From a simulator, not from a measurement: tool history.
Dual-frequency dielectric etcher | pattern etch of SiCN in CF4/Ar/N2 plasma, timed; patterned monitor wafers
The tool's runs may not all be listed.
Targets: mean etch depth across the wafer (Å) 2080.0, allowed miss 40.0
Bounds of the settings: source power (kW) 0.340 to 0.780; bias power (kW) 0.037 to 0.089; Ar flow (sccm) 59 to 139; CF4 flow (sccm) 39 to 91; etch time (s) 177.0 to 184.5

| run | day | source power (kW) | bias power (kW) | Ar flow (sccm) | CF4 flow (sccm) | etch time (s) | mean etch depth across the wafer (Å) |
|---|---|---|---|---|---|---|---|
| 1 | 0.000 | 0.560 | 0.063 | 99 | 65 | 177.0 | 1894.1 |
| 2 | 0.308 | 0.570 | 0.063 | 99 | 65 | 177.0 | 1951.4 |
| 3 | 0.638 | 0.570 | 0.063 | 90 | 65 | 177.0 | 1972.1 |
| 4 | 0.742 | 0.520 | 0.063 | 90 | 65 | 177.0 | 1769.6 |
| 5 | 0.767 | 0.520 | 0.063 | 90 | 65 | 177.0 | 1802.9 |
| 6 | 1.117 | 0.530 | 0.063 | 90 | 65 | 177.0 | 1844.4 |
| 7 | 1.229 | 0.540 | 0.063 | 90 | 65 | 177.0 | 1862.4 |
| 8 | 1.579 | 0.550 | 0.063 | 90 | 65 | 177.0 | 1905.9 |
| 9 | 1.754 | 0.550 | 0.063 | 90 | 65 | 177.0 | 1899.6 |
| 10 | 1.879 | 0.620 | 0.064 | 90 | 65 | 177.0 | 2174.4 |
| 11 | 2.179 | 0.610 | 0.064 | 90 | 65 | 177.0 | 2123.0 |

Which of these 5 next moves meets every target?
| A | 2.479 | 0.590 | 0.069 | 79 | 66 | 182.0 | ? |
| B | 2.479 | 0.610 | 0.069 | 90 | 66 | 179.5 | ? |
| C | 2.479 | 0.650 | 0.059 | 97 | 64 | 177.0 | ? |
| D | 2.479 | 0.560 | 0.074 | 92 | 71 | 179.0 | ? |
| E | 2.479 | 0.670 | 0.055 | 100 | 59 | 178.0 | ? |

| move | mean etch depth across the wafer (Å) |
|---|---|
| A | 2196.9 |
| B | 2204.9 |
| C | 2170.8 |
| D | 2075.1 |
| E | 2158.6 |
A: further off than the last run
B: further off than the last run
C: further off than the last run
D: meets every target
E: further off than the last run
Answer: D
